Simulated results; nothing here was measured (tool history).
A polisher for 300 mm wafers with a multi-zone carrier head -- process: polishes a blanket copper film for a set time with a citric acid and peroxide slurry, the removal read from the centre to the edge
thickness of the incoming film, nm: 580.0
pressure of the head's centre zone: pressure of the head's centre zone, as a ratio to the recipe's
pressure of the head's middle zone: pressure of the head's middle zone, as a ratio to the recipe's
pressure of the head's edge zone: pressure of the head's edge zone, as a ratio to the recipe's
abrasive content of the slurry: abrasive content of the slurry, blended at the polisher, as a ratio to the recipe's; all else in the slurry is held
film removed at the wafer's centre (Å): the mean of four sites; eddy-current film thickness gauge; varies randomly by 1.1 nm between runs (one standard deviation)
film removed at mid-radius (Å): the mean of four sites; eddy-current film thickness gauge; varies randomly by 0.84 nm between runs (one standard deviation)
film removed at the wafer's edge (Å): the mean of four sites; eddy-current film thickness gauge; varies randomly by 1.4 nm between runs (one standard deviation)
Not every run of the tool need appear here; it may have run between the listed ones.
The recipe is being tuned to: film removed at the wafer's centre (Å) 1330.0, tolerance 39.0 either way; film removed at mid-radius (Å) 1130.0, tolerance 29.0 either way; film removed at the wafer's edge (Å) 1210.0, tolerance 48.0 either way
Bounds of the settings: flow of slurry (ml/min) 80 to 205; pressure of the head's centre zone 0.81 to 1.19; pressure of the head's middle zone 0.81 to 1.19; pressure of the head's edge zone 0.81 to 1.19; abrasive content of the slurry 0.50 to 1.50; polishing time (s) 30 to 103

| run | hour | flow of slurry (ml/min) | pressure of the head's centre zone | pressure of the head's middle zone | pressure of the head's edge zone | abrasive content of the slurry | polishing time (s) | film removed at the wafer's centre (Å) | film removed at mid-radius (Å) | film removed at the wafer's edge (Å) |
|---|---|---|---|---|---|---|---|---|---|---|
| 1 | 0.0 | 135 | 1.00 | 1.00 | 1.00 | 1.00 | 66 | 1413.9 | 1417.4 | 1463.4 |
| 2 | 5.1 | 135 | 1.00 | 1.00 | 0.94 | 1.00 | 66 | 1415.3 | 1402.1 | 1439.4 |
| 3 | 10.1 | 135 | 1.00 | 1.00 | 0.94 | 1.15 | 66 | 1471.6 | 1450.2 | 1465.7 |
| 4 | 13.6 | 135 | 1.00 | 1.00 | 0.94 | 1.35 | 66 | 1485.7 | 1477.0 | 1522.0 |
| 5 | 19.1 | 125 | 1.01 | 0.97 | 0.91 | 1.20 | 65 | 1421.6 | 1374.3 | 1420.2 |
|  | 21.1 | edge zone pressure recalibrated |
| 6 | 21.1 | 125 | 1.04 | 0.97 | 0.91 | 1.20 | 65 | 1464.6 | 1359.6 | 1389.2 |
| 7 | 27.2 | 115 | 1.05 | 0.94 | 0.89 | 1.15 | 65 | 1418.6 | 1293.4 | 1367.5 |
| 8 | 32.5 | 110 | 1.06 | 0.93 | 0.87 | 1.10 | 65 | 1406.2 | 1266.4 | 1298.8 |
| 9 | 39.5 | 85 | 1.06 | 0.83 | 0.85 | 1.05 | 65 | 1263.1 | 1058.4 | 1240.0 |

Pick the move, out of 4, that brings all results within their allowed miss; only one does.
| A | 46.5 | 110 | 0.95 | 0.86 | 0.85 | 1.00 | 61 | ? | ? | ? |
| B | 46.5 | 100 | 1.08 | 0.87 | 0.81 | 0.80 | 65 | ? | ? | ? |
| C | 46.5 | 85 | 1.09 | 0.91 | 0.81 | 0.95 | 70 | ? | ? | ? |
| D | 46.5 | 80 | 1.00 | 0.93 | 0.81 | 1.10 | 66 | ? | ? | ? |

| move | film removed at the wafer's centre (Å) | film removed at mid-radius (Å) | film removed at the wafer's edge (Å) |
|---|---|---|---|
| A | 1156.5 | 1115.5 | 1223.4 |
| B | 1313.7 | 1126.4 | 1218.0 |
| C | 1365.0 | 1206.6 | 1290.8 |
| D | 1170.5 | 1150.8 | 1223.2 |
A: brings the result that was furthest off to its target, and leaves another outside
B: hits every target within its allowed miss
C: takes the biggest miss from the last run beyond its target
D: brings the result that was furthest off to its target, and leaves another outside
Correct choice: B, which meets every target

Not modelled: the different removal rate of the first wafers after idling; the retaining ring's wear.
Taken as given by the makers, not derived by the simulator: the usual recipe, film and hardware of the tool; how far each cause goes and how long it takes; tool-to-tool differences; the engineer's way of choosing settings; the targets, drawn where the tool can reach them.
